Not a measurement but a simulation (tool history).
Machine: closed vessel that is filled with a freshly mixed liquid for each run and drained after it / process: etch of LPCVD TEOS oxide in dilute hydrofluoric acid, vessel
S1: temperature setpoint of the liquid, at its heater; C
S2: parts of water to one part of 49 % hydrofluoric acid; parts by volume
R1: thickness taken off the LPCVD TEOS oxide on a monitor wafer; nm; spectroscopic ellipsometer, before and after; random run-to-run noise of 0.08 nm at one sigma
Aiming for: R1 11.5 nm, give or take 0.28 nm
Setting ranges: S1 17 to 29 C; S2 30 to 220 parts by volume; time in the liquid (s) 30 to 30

{"run": 1, "hour": 0.0, "S1": 21, "S2": 125, "time in the liquid (s)": 30, "R1": 5.1069}
{"run": 2, "hour": 8.7, "S1": 21, "S2": 165, "time in the liquid (s)": 30, "R1": 3.732}
{"run": 3, "hour": 12.1, "S1": 21, "S2": 200, "time in the liquid (s)": 30, "R1": 2.9763}
{"run": 4, "hour": 15.1, "S1": 21, "S2": 200, "time in the liquid (s)": 30, "R1": 2.9846}
{"run": 5, "hour": 23.9, "S1": 21, "S2": 200, "time in the liquid (s)": 30, "R1": 2.9493}
{"run": 6, "hour": 30.5, "S1": 23, "S2": 165, "time in the liquid (s)": 30, "R1": 4.0507}
{"run": 7, "hour": 37.6, "S1": 24.5, "S2": 140, "time in the liquid (s)": 30, "R1": 5.1554}
{"hour": 40.5, "done": "hydrofluoric acid flow meter replaced"}
{"run": 8, "hour": 40.5, "S1": 25.5, "S2": 120, "time in the liquid (s)": 30, "R1": 5.7628}

5 next moves are on the table. One of them brings every result within its allowed miss. Which?
{"run": "A", "hour": 43.4, "S1": 26, "S2": 70, "time in the liquid (s)": 30, "R1": "?"}
{"run": "B", "hour": 43.4, "S1": 25.5, "S2": 65, "time in the liquid (s)": 30, "R1": "?"}
{"run": "C", "hour": 43.4, "S1": 27.5, "S2": 65, "time in the liquid (s)": 30, "R1": "?"}
{"run": "D", "hour": 43.4, "S1": 28.5, "S2": 75, "time in the liquid (s)": 30, "R1": "?"}
{"run": "E", "hour": 43.4, "S1": 28, "S2": 75, "time in the liquid (s)": 30, "R1": "?"}

move=A R1=10.801
move=B R1=11.479
move=C R1=12.431
move=D R1=11.046
move=E R1=10.833
A: closes in on the targets versus the last run, not all within tolerance yet
B: every result within its allowed miss
C: pushes the last run's worst result past its target
D: closes in on the targets versus the last run, not all within tolerance yet
E: closes in on the targets versus the last run, not all within tolerance yet
The right move is B.
